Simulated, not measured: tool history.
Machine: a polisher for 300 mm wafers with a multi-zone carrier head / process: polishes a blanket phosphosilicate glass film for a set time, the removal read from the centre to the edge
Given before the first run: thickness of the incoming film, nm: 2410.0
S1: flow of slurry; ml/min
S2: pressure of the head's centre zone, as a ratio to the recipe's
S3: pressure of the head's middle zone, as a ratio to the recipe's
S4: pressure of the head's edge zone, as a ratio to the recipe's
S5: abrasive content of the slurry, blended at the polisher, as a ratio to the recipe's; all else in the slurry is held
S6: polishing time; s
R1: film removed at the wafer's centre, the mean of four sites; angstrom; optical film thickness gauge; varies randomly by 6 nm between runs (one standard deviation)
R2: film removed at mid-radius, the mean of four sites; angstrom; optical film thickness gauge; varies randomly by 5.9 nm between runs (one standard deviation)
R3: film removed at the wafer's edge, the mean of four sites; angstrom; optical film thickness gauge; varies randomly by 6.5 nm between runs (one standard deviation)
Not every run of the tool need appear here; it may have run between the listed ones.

run 1 hour=0 | S1=255 S2=1 S3=1 S4=1 S5=1 S6=51 | R1=3408 R2=3427 R3=3463.6
run 2 hour=3.9 | S1=255 S2=1 S3=0.99 S4=1.04 S5=1.15 S6=52 | R1=3741.1 R2=3663.1 R3=3710.9
run 3 hour=5.8 | S1=255 S2=1 S3=0.99 S4=1.04 S5=1.3 S6=52 | R1=3923.2 R2=3857.2 R3=3921.5
run 4 hour=8.3 | S1=255 S2=1 S3=0.95 S4=1.04 S5=1.3 S6=52 | R1=3862.8 R2=3735 R3=4049.9
run 5 hour=9.2 | S1=255 S2=1 S3=0.88 S4=1.04 S5=1.3 S6=52 | R1=3866.7 R2=3722.9 R3=3935.3
-- hour=10.6 worn pad replaced by a new one
run 6 hour=10.6 | S1=255 S2=1 S3=0.88 S4=1.07 S5=1.35 S6=53 | R1=4343.8 R2=4045.9 R3=4477.1
run 7 hour=19.1 | S1=260 S2=0.99 S3=0.89 S4=1.08 S5=1.35 S6=53 | R1=4426.4 R2=4050.9 R3=4557
run 8 hour=23 | S1=260 S2=0.99 S3=0.89 S4=1.08 S5=1.35 S6=53 | R1=4347.6 R2=4118.1 R3=4474.6

Run 9 has not been measured yet. What should we expect?
run 9 hour=30.7 | S1=260 S2=0.98 S3=0.88 S4=1.09 S5=1.35 S6=53 | R1=? R2=? R3=?

Logged for run 9: R1 4348.2 angstrom, R2 3987.2 angstrom, R3 4571.5 angstrom.
